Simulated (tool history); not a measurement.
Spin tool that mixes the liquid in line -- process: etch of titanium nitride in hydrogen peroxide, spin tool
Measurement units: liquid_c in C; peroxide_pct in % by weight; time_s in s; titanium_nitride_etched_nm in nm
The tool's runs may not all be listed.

run 1 hour=0 | liquid_c=55 peroxide_pct=18 time_s=105 | titanium_nitride_etched_nm=5.8614
run 2 hour=7.8 | liquid_c=59 peroxide_pct=18 time_s=105 | titanium_nitride_etched_nm=7.7762
run 3 hour=10.9 | liquid_c=58 peroxide_pct=18 time_s=105 | titanium_nitride_etched_nm=7.225
run 4 hour=15.3 | liquid_c=57 peroxide_pct=18 time_s=105 | titanium_nitride_etched_nm=6.6373
run 5 hour=18.7 | liquid_c=56 peroxide_pct=18 time_s=105 | titanium_nitride_etched_nm=6.1976
run 6 hour=27.4 | liquid_c=55.5 peroxide_pct=18 time_s=105 | titanium_nitride_etched_nm=5.9799
run 7 hour=28.9 | liquid_c=55 peroxide_pct=18 time_s=105 | titanium_nitride_etched_nm=5.7969
run 8 hour=33.5 | liquid_c=54.5 peroxide_pct=18 time_s=105 | titanium_nitride_etched_nm=5.5423

Run 9 has not been measured yet. What should we expect?
run 9 hour=38.2 | liquid_c=54 peroxide_pct=18 time_s=105 | titanium_nitride_etched_nm=?

{"run 9": {"titanium_nitride_etched_nm": 5.4373}}
